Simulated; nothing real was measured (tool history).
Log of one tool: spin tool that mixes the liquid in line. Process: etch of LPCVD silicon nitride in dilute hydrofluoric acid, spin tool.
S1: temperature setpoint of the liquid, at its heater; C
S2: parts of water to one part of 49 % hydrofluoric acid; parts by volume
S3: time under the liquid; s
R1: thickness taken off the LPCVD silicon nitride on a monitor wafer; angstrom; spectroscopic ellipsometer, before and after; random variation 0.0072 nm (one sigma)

run  hour    S1  S2  S3      R1
  1     0    21  45  85   7.819
  2   5.2    20  50  85  6.5732
  3  13.7  19.5  50  85  6.2222
  4  18.9    19  50  85  6.0312
  5  20.4  22.5  50  85  7.6573
  6  25.3    24  50  85  8.6362
  7  29.6  22.5  50  85  7.6779
  8  31.2  21.5  50  85  7.2023

Forecast run 9:
  9  33.7  20.5  50  85   ?

R1: 6.7828 angstrom

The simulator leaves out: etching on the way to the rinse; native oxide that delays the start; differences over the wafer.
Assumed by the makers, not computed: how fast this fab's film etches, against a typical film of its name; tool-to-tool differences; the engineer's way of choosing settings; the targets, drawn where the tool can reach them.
